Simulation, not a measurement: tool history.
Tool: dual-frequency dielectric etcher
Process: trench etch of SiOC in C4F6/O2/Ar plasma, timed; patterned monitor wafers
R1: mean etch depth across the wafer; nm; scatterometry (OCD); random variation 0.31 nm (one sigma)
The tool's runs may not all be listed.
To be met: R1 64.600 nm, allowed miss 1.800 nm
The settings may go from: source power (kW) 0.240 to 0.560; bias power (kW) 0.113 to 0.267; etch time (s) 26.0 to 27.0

run 1 hour=0.0 | source_power_(kW)=0.400 bias_power_(kW)=0.190 etch_time_(s)=26.0 | R1=57.292
run 2 hour=8.2 | source_power_(kW)=0.410 bias_power_(kW)=0.193 etch_time_(s)=26.0 | R1=58.803
run 3 hour=11.0 | source_power_(kW)=0.410 bias_power_(kW)=0.169 etch_time_(s)=26.0 | R1=56.550
run 4 hour=12.1 | source_power_(kW)=0.410 bias_power_(kW)=0.184 etch_time_(s)=26.0 | R1=58.099
run 5 hour=15.5 | source_power_(kW)=0.410 bias_power_(kW)=0.184 etch_time_(s)=26.0 | R1=57.308
-- hour=20.8 source power generator calibrated
run 6 hour=20.8 | source_power_(kW)=0.420 bias_power_(kW)=0.187 etch_time_(s)=26.0 | R1=57.429
run 7 hour=28.1 | source_power_(kW)=0.430 bias_power_(kW)=0.196 etch_time_(s)=26.0 | R1=59.069
run 8 hour=29.8 | source_power_(kW)=0.440 bias_power_(kW)=0.200 etch_time_(s)=26.0 | R1=59.739
run 9 hour=38.4 | source_power_(kW)=0.450 bias_power_(kW)=0.204 etch_time_(s)=26.0 | R1=60.629
run 10 hour=40.7 | source_power_(kW)=0.460 bias_power_(kW)=0.207 etch_time_(s)=26.0 | R1=61.994

Which of these 4 next moves meets every target?
run A hour=43.0 | source_power_(kW)=0.420 bias_power_(kW)=0.224 etch_time_(s)=26.0 | R1=?
run B hour=43.0 | source_power_(kW)=0.490 bias_power_(kW)=0.179 etch_time_(s)=26.0 | R1=?
run C hour=43.0 | source_power_(kW)=0.420 bias_power_(kW)=0.189 etch_time_(s)=27.0 | R1=?
run D hour=43.0 | source_power_(kW)=0.480 bias_power_(kW)=0.203 etch_time_(s)=26.5 | R1=?

move=A R1=60.868
move=B R1=61.090
move=C R1=60.022
move=D R1=64.011
A: further off than the last run
B: further off than the last run
C: further off than the last run
D: meets every target
The right move is D.

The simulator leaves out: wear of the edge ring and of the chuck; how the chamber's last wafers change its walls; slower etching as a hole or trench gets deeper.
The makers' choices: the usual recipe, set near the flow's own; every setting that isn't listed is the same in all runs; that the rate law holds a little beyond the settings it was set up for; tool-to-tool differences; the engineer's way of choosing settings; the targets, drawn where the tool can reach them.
